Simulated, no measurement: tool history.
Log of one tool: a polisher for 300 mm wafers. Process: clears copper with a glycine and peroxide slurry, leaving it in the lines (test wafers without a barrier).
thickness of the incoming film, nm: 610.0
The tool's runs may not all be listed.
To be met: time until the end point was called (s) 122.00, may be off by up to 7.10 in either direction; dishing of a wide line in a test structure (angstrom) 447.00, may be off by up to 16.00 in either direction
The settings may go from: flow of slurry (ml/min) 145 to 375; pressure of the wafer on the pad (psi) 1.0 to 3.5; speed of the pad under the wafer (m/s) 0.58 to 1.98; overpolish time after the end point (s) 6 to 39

| run | day | flow of slurry (ml/min) | pressure of the wafer on the pad (psi) | speed of the pad under the wafer (m/s) | overpolish time after the end point (s) | time until the end point was called (s) | dishing of a wide line in a test structure (angstrom) |
|---|---|---|---|---|---|---|---|
| 1 | 0.000 | 240 | 2.2 | 1.28 | 20 | 126.67 | 676.25 |
| 2 | 0.250 | 245 | 2.2 | 1.30 | 18 | 122.45 | 630.41 |
| 3 | 0.429 | 250 | 2.2 | 1.32 | 16 | 113.92 | 579.17 |
| 4 | 0.525 | 255 | 2.1 | 1.32 | 15 | 120.07 | 521.92 |
| 5 | 0.642 | 255 | 2.1 | 1.58 | 15 | 103.40 | 597.33 |
| 6 | 0.875 | 230 | 2.1 | 1.58 | 15 | 107.49 | 588.38 |
| 7 | 0.904 | 235 | 2.0 | 1.58 | 14 | 108.73 | 551.64 |
| 8 | 1.146 | 235 | 1.9 | 1.58 | 14 | 113.94 | 521.31 |
| 9 | 1.221 | 235 | 1.8 | 1.58 | 13 | 122.66 | 478.04 |
| 10 | 1.279 | 240 | 1.8 | 1.58 | 13 | 118.23 | 463.91 |
| 11 | 1.538 | 235 | 1.8 | 1.58 | 13 | 118.27 | 471.08 |

Consider the 5 candidate settings below. Which is the only one whose results all fall within their allowed miss of target?
| A | 1.796 | 210 | 1.9 | 1.74 | 10 | ? | ? |
| B | 1.796 | 280 | 1.7 | 1.62 | 15 | ? | ? |
| C | 1.796 | 185 | 2.3 | 1.28 | 12 | ? | ? |
| D | 1.796 | 270 | 1.2 | 1.88 | 15 | ? | ? |
| E | 1.796 | 185 | 1.9 | 1.62 | 13 | ? | ? |

| move | time until the end point was called (s) | dishing of a wide line in a test structure (angstrom) |
|---|---|---|
| A | 109.94 | 412.24 |
| B | 124.88 | 521.04 |
| C | 122.70 | 445.35 |
| D | 147.15 | 443.20 |
| E | 118.22 | 486.55 |
A: takes the biggest miss from the last run beyond its target
B: its largest miss is bigger than the last run's
C: every result within its allowed miss
D: meets the target for the result that was furthest off, but another lies outside its allowed miss
E: its largest miss is bigger than the last run's
Correct choice: C, which meets every target
